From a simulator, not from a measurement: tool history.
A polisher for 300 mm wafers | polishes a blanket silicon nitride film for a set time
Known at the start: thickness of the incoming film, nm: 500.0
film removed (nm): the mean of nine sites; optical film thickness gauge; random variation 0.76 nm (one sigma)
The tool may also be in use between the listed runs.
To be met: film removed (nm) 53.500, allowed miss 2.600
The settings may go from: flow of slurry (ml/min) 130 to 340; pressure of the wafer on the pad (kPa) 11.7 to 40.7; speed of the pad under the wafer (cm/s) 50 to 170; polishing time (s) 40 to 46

| run | hour | flow of slurry (ml/min) | pressure of the wafer on the pad (kPa) | speed of the pad under the wafer (cm/s) | polishing time (s) | film removed (nm) |
|---|---|---|---|---|---|---|
| 1 | 0.0 | 220 | 26.2 | 110 | 46 | 80.000 |
| 2 | 8.5 | 220 | 23.4 | 108 | 46 | 71.821 |
| 3 | 11.4 | 220 | 26.2 | 108 | 46 | 80.030 |
| 4 | 13.6 | 220 | 23.4 | 106 | 46 | 70.192 |
| 5 | 22.2 | 220 | 21.4 | 106 | 46 | 65.154 |
| 6 | 22.8 | 260 | 21.4 | 106 | 46 | 65.855 |
| 7 | 27.1 | 260 | 20.0 | 106 | 46 | 63.265 |
| 8 | 30.7 | 260 | 18.6 | 106 | 46 | 58.993 |

4 next moves are on the table. One of them brings every result within its allowed miss. Which?
| A | 34.3 | 290 | 22.1 | 104 | 41 | ? |
| B | 34.3 | 290 | 15.2 | 124 | 43 | ? |
| C | 34.3 | 210 | 17.2 | 108 | 46 | ? |
| D | 34.3 | 335 | 20.7 | 106 | 42 | ? |

| move | film removed (nm) |
|---|---|
| A | 61.606 |
| B | 49.358 |
| C | 53.570 |
| D | 60.631 |
A: further off than the last run
B: takes the result that was furthest off past its target
C: meets every target
D: further off than the last run
Move C is the one to make.
